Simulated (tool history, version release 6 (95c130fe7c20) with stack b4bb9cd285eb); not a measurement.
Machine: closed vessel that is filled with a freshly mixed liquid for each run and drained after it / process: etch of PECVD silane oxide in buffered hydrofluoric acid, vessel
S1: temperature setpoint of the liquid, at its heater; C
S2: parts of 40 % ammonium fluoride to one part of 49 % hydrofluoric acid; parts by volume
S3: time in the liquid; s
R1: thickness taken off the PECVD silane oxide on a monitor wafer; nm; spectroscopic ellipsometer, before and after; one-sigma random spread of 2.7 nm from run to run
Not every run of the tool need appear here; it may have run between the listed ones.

{"run": 1, "hour": 0.0, "S1": 22, "S2": 17, "S3": 95, "R1": 215.18}
{"run": 2, "hour": 5.3, "S1": 22, "S2": 20, "S3": 95, "R1": 189.31}
{"run": 3, "hour": 8.3, "S1": 23.5, "S2": 17, "S3": 95, "R1": 233.22}
{"run": 4, "hour": 9.7, "S1": 23.5, "S2": 13.5, "S3": 95, "R1": 294.09}
{"run": 5, "hour": 14.0, "S1": 25, "S2": 12.5, "S3": 95, "R1": 344.14}
{"hour": 21.1, "done": "hydrofluoric acid flow meter replaced"}
{"run": 6, "hour": 21.1, "S1": 26, "S2": 12, "S3": 95, "R1": 415.14}
{"run": 7, "hour": 26.5, "S1": 26.5, "S2": 12, "S3": 95, "R1": 429.15}
{"run": 8, "hour": 33.7, "S1": 27, "S2": 12, "S3": 95, "R1": 437.81}

What does the tool deliver on the next run?
{"run": 9, "hour": 41.7, "S1": 27.5, "S2": 12, "S3": 95, "R1": "?"}

R1: 447.06 nm

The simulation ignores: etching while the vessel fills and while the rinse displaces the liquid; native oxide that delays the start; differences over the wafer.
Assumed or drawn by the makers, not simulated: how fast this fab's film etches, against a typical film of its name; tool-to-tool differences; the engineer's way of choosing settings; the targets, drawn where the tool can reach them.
